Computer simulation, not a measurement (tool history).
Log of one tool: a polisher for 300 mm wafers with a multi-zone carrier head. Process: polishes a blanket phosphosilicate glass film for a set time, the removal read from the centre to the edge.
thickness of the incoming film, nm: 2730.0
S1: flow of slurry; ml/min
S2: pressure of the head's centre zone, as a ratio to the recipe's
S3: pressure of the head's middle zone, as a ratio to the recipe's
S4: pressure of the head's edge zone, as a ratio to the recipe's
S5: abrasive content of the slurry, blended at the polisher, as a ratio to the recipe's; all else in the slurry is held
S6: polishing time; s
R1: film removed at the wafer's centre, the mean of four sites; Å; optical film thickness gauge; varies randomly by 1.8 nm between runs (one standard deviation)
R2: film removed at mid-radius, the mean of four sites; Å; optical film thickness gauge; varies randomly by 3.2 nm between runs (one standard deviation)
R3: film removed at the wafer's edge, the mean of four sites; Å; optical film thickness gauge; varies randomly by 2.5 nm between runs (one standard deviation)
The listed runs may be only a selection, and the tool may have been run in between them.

run    day   S1    S2    S3    S4    S5  S6      R1      R2      R3
  1  0.000  120  1.00  1.00  1.00  1.00  33  2718.0  2897.7  2819.8
  2  0.258  120  1.00  1.00  1.00  0.80  33  2487.3  2518.4  2530.8
  3  0.475  120  1.00  1.00  1.00  0.80  30  2267.5  2346.2  2335.1
  4  0.562  120  1.00  1.00  1.00  0.90  30  2358.8  2477.7  2438.2
  5  0.683  120  1.00  1.00  0.92  0.90  30  2360.6  2549.5  2367.1
  6  0.833  120  1.00  1.00  0.92  0.90  37  2928.8  3082.9  2909.5
  7  0.946  110  0.99  0.96  0.93  0.85  37  2732.2  2854.3  2779.2
  8  1.004  105  0.99  0.93  0.96  0.85  37  2722.1  2771.1  2816.2

What will run 9 give?
  9  1.267  100  0.99  0.90  0.98  0.80  37   ?   ?   ?

Run 9 gave R1 2608.2 Å, R2 2532.3 Å, R3 2722.5 Å.
